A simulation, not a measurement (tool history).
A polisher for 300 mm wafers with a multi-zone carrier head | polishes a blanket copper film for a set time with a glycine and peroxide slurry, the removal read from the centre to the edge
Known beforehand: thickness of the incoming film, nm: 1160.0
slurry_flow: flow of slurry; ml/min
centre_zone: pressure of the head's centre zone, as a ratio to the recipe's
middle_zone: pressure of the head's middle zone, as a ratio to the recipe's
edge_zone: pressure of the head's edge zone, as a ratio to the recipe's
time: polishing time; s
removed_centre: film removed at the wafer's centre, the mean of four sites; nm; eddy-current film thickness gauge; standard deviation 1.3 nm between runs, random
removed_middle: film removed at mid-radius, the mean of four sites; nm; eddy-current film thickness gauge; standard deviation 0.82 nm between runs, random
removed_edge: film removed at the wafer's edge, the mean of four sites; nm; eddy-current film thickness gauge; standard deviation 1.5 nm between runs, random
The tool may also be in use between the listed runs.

Run 1, hour 0: slurry_flow 280 ml/min, centre_zone 1, middle_zone 1, edge_zone 1, time 48 s. Result: removed_centre 173.64 nm, removed_middle 168.88 nm, removed_edge 170.4 nm.
Run 2, hour 0.7: slurry_flow 240 ml/min, centre_zone 1, middle_zone 1, edge_zone 1, time 48 s. Result: removed_centre 177.06 nm, removed_middle 166.44 nm, removed_edge 171.35 nm.
Run 3, hour 4.9: slurry_flow 240 ml/min, centre_zone 1, middle_zone 1, edge_zone 0.96, time 48 s. Result: removed_centre 174.14 nm, removed_middle 168.6 nm, removed_edge 167.97 nm.
Run 4, hour 11.7: slurry_flow 240 ml/min, centre_zone 1, middle_zone 1, edge_zone 0.91, time 48 s. Result: removed_centre 175.13 nm, removed_middle 167.6 nm, removed_edge 165.64 nm.
Run 5, hour 16.4: slurry_flow 250 ml/min, centre_zone 0.95, middle_zone 1.01, edge_zone 0.91, time 41 s. Result: removed_centre 140.47 nm, removed_middle 144.74 nm, removed_edge 141.41 nm.
Run 6, hour 21.4: slurry_flow 255 ml/min, centre_zone 0.92, middle_zone 1.01, edge_zone 0.9, time 37 s. Result: removed_centre 123.31 nm, removed_middle 129.91 nm, removed_edge 127.02 nm.
Run 7, hour 28.4: slurry_flow 260 ml/min, centre_zone 0.89, middle_zone 1.02, edge_zone 0.89, time 35 s. Result: removed_centre 114.67 nm, removed_middle 123.68 nm, removed_edge 120.15 nm.
Run 8, hour 30.8: slurry_flow 230 ml/min, centre_zone 0.81, middle_zone 1.04, edge_zone 0.86, time 29 s. Result: removed_centre 85.201 nm, removed_middle 105.49 nm, removed_edge 97.229 nm.
Run 9, hour 33.1: slurry_flow 245 ml/min, centre_zone 0.82, middle_zone 1.04, edge_zone 0.87, time 29 s. Result: removed_centre 88.851 nm, removed_middle 104.74 nm, removed_edge 98.606 nm.
Run 10, hour 37.2: slurry_flow 250 ml/min, centre_zone 0.82, middle_zone 1.05, edge_zone 0.89, time 29 s. Result: removed_centre 85.93 nm, removed_middle 106.79 nm, removed_edge 99.071 nm.
Run 11, hour 39.5: slurry_flow 260 ml/min, centre_zone 0.83, middle_zone 1.05, edge_zone 0.9, time 29 s. Result: removed_centre 84.816 nm, removed_middle 105.55 nm, removed_edge 99.231 nm.
Run 12, hour 42.1: slurry_flow 260 ml/min, centre_zone 0.85, middle_zone 1.05, edge_zone 0.9, time 29 s. Result: removed_centre 88.68 nm, removed_middle 106.03 nm, removed_edge 102.92 nm.

Run 13 is up next; what results do you expect?
Run 13, hour 44.6: slurry_flow 260 ml/min, centre_zone 0.86, middle_zone 1.06, edge_zone 0.89, time 29 s. Result: removed_centre ?, removed_middle ?, removed_edge ?.

{"run 13": {"removed_centre": 91.465, "removed_middle": 107.27, "removed_edge": 99.468}}
